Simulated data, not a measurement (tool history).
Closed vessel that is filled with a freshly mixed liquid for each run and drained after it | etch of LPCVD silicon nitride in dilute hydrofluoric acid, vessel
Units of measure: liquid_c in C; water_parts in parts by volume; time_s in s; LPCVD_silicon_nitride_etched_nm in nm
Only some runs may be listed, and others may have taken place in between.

run    day  liquid_c  water_parts  time_s  LPCVD_silicon_nitride_etched_nm
  1  0.000      23.0          230    3095                           7.0356
  2  0.196      23.0          260    3095                           6.2270
  3  0.438      19.5          260    3095                           4.9760
  4  0.508      19.5          260    3300                           5.2894
  5  0.654      21.0          260    3300                           5.8912
  6  0.746      22.5          260    3300                           6.4927

Forecast run 7:
  7  0.854      23.5          260    3300                                ?

Run 7 produced LPCVD_silicon_nitride_etched_nm 6.9000 nm.
